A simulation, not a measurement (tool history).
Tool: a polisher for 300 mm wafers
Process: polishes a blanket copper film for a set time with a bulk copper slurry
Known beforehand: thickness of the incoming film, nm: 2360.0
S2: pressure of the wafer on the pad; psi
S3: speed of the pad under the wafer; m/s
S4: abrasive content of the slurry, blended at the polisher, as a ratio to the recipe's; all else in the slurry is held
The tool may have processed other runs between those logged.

{"run": 1, "hour": 0.0, "flow of slurry (ml/min)": 120, "S2": 1.7, "S3": 0.88, "S4": 1.0, "polishing time (s)": 52, "film removed (nm)": 188.57}
{"run": 2, "hour": 1.2, "flow of slurry (ml/min)": 115, "S2": 1.5, "S3": 0.88, "S4": 1.0, "polishing time (s)": 52, "film removed (nm)": 167.44}
{"run": 3, "hour": 4.1, "flow of slurry (ml/min)": 85, "S2": 1.5, "S3": 0.88, "S4": 1.0, "polishing time (s)": 52, "film removed (nm)": 156.76}
{"run": 4, "hour": 12.3, "flow of slurry (ml/min)": 85, "S2": 1.5, "S3": 0.88, "S4": 1.0, "polishing time (s)": 52, "film removed (nm)": 159.39}
{"run": 5, "hour": 16.6, "flow of slurry (ml/min)": 85, "S2": 1.4, "S3": 0.88, "S4": 1.0, "polishing time (s)": 52, "film removed (nm)": 147.16}
{"run": 6, "hour": 25.6, "flow of slurry (ml/min)": 85, "S2": 1.3, "S3": 0.88, "S4": 1.0, "polishing time (s)": 52, "film removed (nm)": 139.58}
{"run": 7, "hour": 29.5, "flow of slurry (ml/min)": 85, "S2": 1.2, "S3": 0.88, "S4": 1.0, "polishing time (s)": 52, "film removed (nm)": 130.79}

Run 8 comes next. What will it give?
{"run": 8, "hour": 35.6, "flow of slurry (ml/min)": 85, "S2": 1.1, "S3": 0.88, "S4": 1.0, "polishing time (s)": 52, "film removed (nm)": "?"}

{"run 8": {"film removed (nm)": 119.48}}
